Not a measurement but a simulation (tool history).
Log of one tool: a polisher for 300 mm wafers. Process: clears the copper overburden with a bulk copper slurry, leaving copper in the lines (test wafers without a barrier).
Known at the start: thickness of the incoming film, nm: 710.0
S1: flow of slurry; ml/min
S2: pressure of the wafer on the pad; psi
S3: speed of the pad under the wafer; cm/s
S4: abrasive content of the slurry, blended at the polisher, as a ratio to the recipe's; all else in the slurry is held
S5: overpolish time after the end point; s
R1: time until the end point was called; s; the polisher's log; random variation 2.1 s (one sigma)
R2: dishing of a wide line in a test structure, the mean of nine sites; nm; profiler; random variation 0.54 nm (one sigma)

Run 1, day 0.000: S1 290 ml/min, S2 1.6 psi, S3 134 cm/s, S4 1.00, S5 26 s. Result: R1 102.86 s, R2 50.491 nm.
Run 2, day 0.300: S1 295 ml/min, S2 1.3 psi, S3 144 cm/s, S4 1.00, S5 20 s. Result: R1 122.38 s, R2 43.997 nm.
Run 3, day 0.333: S1 295 ml/min, S2 1.3 psi, S3 176 cm/s, S4 1.00, S5 20 s. Result: R1 102.13 s, R2 44.958 nm.
Run 4, day 0.654: S1 295 ml/min, S2 1.1 psi, S3 186 cm/s, S4 0.90, S5 16 s. Result: R1 122.20 s, R2 38.371 nm.
Run 5, day 0.746: S1 345 ml/min, S2 1.1 psi, S3 194 cm/s, S4 0.75, S5 13 s. Result: R1 124.33 s, R2 34.483 nm.
Run 6, day 0.875: S1 345 ml/min, S2 0.9 psi, S3 194 cm/s, S4 0.75, S5 13 s. Result: R1 147.01 s, R2 31.430 nm.
At day 0.967: worn pad replaced by a new one.
Run 7, day 0.967: S1 380 ml/min, S2 0.9 psi, S3 198 cm/s, S4 0.65, S5 11 s. Result: R1 140.63 s, R2 29.308 nm.
Run 8, day 1.167: S1 405 ml/min, S2 0.9 psi, S3 202 cm/s, S4 0.60, S5 10 s. Result: R1 145.90 s, R2 26.834 nm.

Forecast run 9:
Run 9, day 1.508: S1 420 ml/min, S2 0.9 psi, S3 204 cm/s, S4 0.55, S5 9 s. Result: R1 ?, R2 ?.

R1: 148.97 s
R2: 24.261 nm
